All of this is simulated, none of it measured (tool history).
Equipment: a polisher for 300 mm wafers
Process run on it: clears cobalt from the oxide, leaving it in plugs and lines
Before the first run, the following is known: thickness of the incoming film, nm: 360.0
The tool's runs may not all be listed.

| run | day | flow of slurry (ml/min) | pressure of the wafer on the pad (kPa) | speed of the pad under the wafer (m/s) | overpolish time after the end point (s) | time until the end point was called (s) | dishing of a wide line in a test structure (Å) |
|---|---|---|---|---|---|---|---|
| 1 | 0 | 180 | 16.5 | 1.28 | 19 | 46.126 | 593.67 |
| 2 | 0.033 | 180 | 15.2 | 1.28 | 23 | 48.866 | 611.85 |
| 3 | 0.346 | 180 | 13.8 | 1.28 | 26 | 54.697 | 600.52 |
| 4 | 0.533 | 180 | 13.8 | 1.28 | 21 | 54.625 | 576.73 |
| 5 | 0.654 | 145 | 13.8 | 1.28 | 21 | 58.255 | 574.48 |
| 6 | 0.9 | 145 | 13.8 | 1.6 | 21 | 48.625 | 600.72 |
| 7 | 1.183 | 135 | 13.1 | 1.6 | 25 | 52.282 | 625.64 |

Predict the results of run 8:
| 8 | 1.4 | 130 | 13.1 | 1.6 | 27 | ? | ? |

time until the end point was called (s): 51.85
dishing of a wide line in a test structure (Å): 641.38
